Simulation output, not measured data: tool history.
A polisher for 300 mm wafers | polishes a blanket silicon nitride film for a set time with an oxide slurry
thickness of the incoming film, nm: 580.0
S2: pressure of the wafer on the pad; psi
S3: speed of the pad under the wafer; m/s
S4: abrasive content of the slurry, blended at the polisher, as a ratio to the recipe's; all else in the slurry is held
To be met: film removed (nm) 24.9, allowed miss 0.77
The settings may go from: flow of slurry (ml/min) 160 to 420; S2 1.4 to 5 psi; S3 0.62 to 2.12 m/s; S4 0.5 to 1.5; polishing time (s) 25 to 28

{"run": 1, "day": 0.0, "flow of slurry (ml/min)": 270, "S2": 3.2, "S3": 1.36, "S4": 1, "polishing time (s)": 28, "film removed (nm)": 21.139}
{"run": 2, "day": 0.262, "flow of slurry (ml/min)": 270, "S2": 3.2, "S3": 1.36, "S4": 1, "polishing time (s)": 28, "film removed (nm)": 21.325}
{"run": 3, "day": 0.442, "flow of slurry (ml/min)": 270, "S2": 3.2, "S3": 1.16, "S4": 1, "polishing time (s)": 28, "film removed (nm)": 19.426}
{"run": 4, "day": 0.721, "flow of slurry (ml/min)": 270, "S2": 3.2, "S3": 0.98, "S4": 1, "polishing time (s)": 28, "film removed (nm)": 17.282}
{"run": 5, "day": 0.75, "flow of slurry (ml/min)": 270, "S2": 3.4, "S3": 0.98, "S4": 1, "polishing time (s)": 28, "film removed (nm)": 17.906}
{"run": 6, "day": 0.788, "flow of slurry (ml/min)": 270, "S2": 3.4, "S3": 0.98, "S4": 0.85, "polishing time (s)": 28, "film removed (nm)": 16.809}
{"run": 7, "day": 0.846, "flow of slurry (ml/min)": 275, "S2": 4.3, "S3": 1, "S4": 0.85, "polishing time (s)": 28, "film removed (nm)": 20.897}
{"run": 8, "day": 1.138, "flow of slurry (ml/min)": 275, "S2": 4.5, "S3": 1, "S4": 0.85, "polishing time (s)": 28, "film removed (nm)": 21.749}
{"run": 9, "day": 1.412, "flow of slurry (ml/min)": 275, "S2": 4.6, "S3": 1, "S4": 0.85, "polishing time (s)": 28, "film removed (nm)": 21.829}

5 next moves are on the table. One of them brings every result within its allowed miss. Which?
{"run": "A", "day": 1.688, "flow of slurry (ml/min)": 335, "S2": 5, "S3": 1.32, "S4": 0.8, "polishing time (s)": 26, "film removed (nm)": "?"}
{"run": "B", "day": 1.688, "flow of slurry (ml/min)": 285, "S2": 4.6, "S3": 1.32, "S4": 0.7, "polishing time (s)": 26, "film removed (nm)": "?"}
{"run": "C", "day": 1.688, "flow of slurry (ml/min)": 315, "S2": 4.8, "S3": 1.18, "S4": 0.75, "polishing time (s)": 28, "film removed (nm)": "?"}
{"run": "D", "day": 1.688, "flow of slurry (ml/min)": 370, "S2": 5, "S3": 1.04, "S4": 1.1, "polishing time (s)": 28, "film removed (nm)": "?"}
{"run": "E", "day": 1.688, "flow of slurry (ml/min)": 290, "S2": 4.6, "S3": 1.38, "S4": 1.15, "polishing time (s)": 25, "film removed (nm)": "?"}

move=A film_removed_(nm)=26.442
move=B film_removed_(nm)=22.98
move=C film_removed_(nm)=24.755
move=D film_removed_(nm)=27.723
move=E film_removed_(nm)=27.53
A: takes the result that was furthest off past its target
B: nearer than the last run, and not there yet
C: meets every target
D: takes the result that was furthest off past its target
E: takes the result that was furthest off past its target
Answer: C
